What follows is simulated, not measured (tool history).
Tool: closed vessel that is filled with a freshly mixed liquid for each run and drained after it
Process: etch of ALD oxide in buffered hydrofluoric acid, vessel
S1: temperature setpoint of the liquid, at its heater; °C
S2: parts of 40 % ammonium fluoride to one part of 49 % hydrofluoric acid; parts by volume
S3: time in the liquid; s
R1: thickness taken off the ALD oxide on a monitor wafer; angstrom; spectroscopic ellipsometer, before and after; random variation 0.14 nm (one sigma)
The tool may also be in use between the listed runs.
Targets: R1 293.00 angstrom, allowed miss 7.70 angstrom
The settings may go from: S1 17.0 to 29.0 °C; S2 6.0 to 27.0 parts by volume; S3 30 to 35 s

{"run": 1, "hour": 0.0, "S1": 21.0, "S2": 16.5, "S3": 35, "R1": 225.77}
{"run": 2, "hour": 9.0, "S1": 21.0, "S2": 16.5, "S3": 35, "R1": 228.06}
{"run": 3, "hour": 10.2, "S1": 21.5, "S2": 16.5, "S3": 35, "R1": 234.27}
{"run": 4, "hour": 12.6, "S1": 22.0, "S2": 16.5, "S3": 35, "R1": 239.69}
{"run": 5, "hour": 15.4, "S1": 22.5, "S2": 16.5, "S3": 35, "R1": 247.87}
{"run": 6, "hour": 23.2, "S1": 23.0, "S2": 16.5, "S3": 35, "R1": 253.44}
{"run": 7, "hour": 27.1, "S1": 23.5, "S2": 16.5, "S3": 35, "R1": 261.22}
{"run": 8, "hour": 28.9, "S1": 24.0, "S2": 16.5, "S3": 35, "R1": 268.82}

Which of these 5 next moves meets every target?
{"run": "A", "hour": 30.7, "S1": 25.5, "S2": 16.5, "S3": 35, "R1": "?"}
{"run": "B", "hour": 30.7, "S1": 27.5, "S2": 16.5, "S3": 30, "R1": "?"}
{"run": "C", "hour": 30.7, "S1": 25.5, "S2": 17.5, "S3": 30, "R1": "?"}
{"run": "D", "hour": 30.7, "S1": 25.5, "S2": 17.5, "S3": 35, "R1": "?"}
{"run": "E", "hour": 30.7, "S1": 23.0, "S2": 15.5, "S3": 35, "R1": "?"}

move=A R1=288.88
move=B R1=275.73
move=C R1=233.68
move=D R1=272.62
move=E R1=268.03
A: meets every target
B: nearer than the last run, and not there yet
C: further off than the last run
D: nearer than the last run, and not there yet
E: as far off as the last run
Answer: A

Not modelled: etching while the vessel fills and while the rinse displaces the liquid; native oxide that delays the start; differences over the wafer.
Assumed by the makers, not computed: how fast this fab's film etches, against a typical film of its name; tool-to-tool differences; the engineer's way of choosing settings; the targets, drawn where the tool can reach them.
